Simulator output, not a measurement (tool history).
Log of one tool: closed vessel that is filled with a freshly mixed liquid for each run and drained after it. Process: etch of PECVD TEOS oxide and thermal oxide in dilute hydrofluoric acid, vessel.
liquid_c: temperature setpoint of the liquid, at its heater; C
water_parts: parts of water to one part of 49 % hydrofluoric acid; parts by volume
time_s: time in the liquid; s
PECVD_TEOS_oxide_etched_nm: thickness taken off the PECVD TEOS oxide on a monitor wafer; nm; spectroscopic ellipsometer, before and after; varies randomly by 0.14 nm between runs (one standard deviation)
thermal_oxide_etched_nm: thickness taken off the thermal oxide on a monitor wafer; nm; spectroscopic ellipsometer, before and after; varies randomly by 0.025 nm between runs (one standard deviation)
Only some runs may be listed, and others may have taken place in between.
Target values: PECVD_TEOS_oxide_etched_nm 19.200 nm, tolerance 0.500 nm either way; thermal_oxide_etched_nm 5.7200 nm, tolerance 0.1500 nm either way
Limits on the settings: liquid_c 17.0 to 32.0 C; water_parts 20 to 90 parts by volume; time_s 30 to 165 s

run,hour,liquid_c,water_parts,time_s,PECVD_TEOS_oxide_etched_nm,thermal_oxide_etched_nm
1,0.0,24.0,50,85,27.502,8.1174
2,4.5,24.0,65,85,20.835,6.1422
3,9.9,24.0,65,120,29.197,8.7258
4,12.5,26.0,65,120,31.662,9.4816
5,21.3,26.0,65,100,26.353,7.8570
6,25.3,24.0,65,100,24.083,7.3024
7,31.3,23.0,65,100,23.523,6.9642
8,37.8,21.5,65,100,21.868,6.5826
9,47.0,20.5,65,100,20.983,6.2279
10,48.9,20.0,65,100,20.492,6.1601
11,52.9,19.5,65,100,20.199,6.0114
12,53.7,19.0,65,100,19.725,5.9016

Exercise: of the 4 proposed moves below, exactly one satisfies all targets within the stated allowed misses. Which move is it?
A,54.5,19.5,65,90,?,?
B,54.5,18.0,55,85,?,?
C,54.5,21.0,70,90,?,?
D,54.5,21.5,85,125,?,?

move,PECVD_TEOS_oxide_etched_nm,thermal_oxide_etched_nm
A,18.326,5.4219
B,19.410,5.7428
C,18.013,5.3295
D,20.660,6.1126
A: takes the biggest miss from the last run beyond its target
B: meets every target
C: takes the biggest miss from the last run beyond its target
D: further off than the last run
B meets every target.

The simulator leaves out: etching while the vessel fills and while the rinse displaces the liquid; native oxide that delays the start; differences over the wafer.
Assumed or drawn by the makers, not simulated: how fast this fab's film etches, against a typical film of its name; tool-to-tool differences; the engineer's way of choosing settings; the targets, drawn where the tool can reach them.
